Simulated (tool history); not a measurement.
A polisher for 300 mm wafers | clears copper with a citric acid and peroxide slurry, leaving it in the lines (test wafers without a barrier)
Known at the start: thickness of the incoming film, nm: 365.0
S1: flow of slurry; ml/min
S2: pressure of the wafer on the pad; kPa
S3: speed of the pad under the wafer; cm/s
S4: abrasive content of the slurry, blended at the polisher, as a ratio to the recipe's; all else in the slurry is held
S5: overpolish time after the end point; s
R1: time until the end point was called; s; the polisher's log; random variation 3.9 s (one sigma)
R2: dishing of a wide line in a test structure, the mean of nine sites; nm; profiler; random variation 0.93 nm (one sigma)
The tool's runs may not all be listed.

run  hour   S1    S2   S3   S4  S5      R1      R2
  1     0  245  27.6  134    1  23  118.78  51.397
  2   1.2  245  25.5  130    1  25  127.43  49.815
  3   5.7  245  25.5  130  1.1  25  128.96  49.651
  4  11.9  245  23.4  124  1.1  27   140.3   49.37
  5  12.7  305  23.4  124  1.1  27  140.41  48.724
  6    20  305  22.1  118  1.1  29  158.68  46.932
  7  25.6  305  20.7  116  1.1  30  172.56  45.364

Forecast run 8:
  8  26.8  305  19.3  116  1.1  31   ?   ?

{"run 8": {"R1": 182.26, "R2": 42.436}}
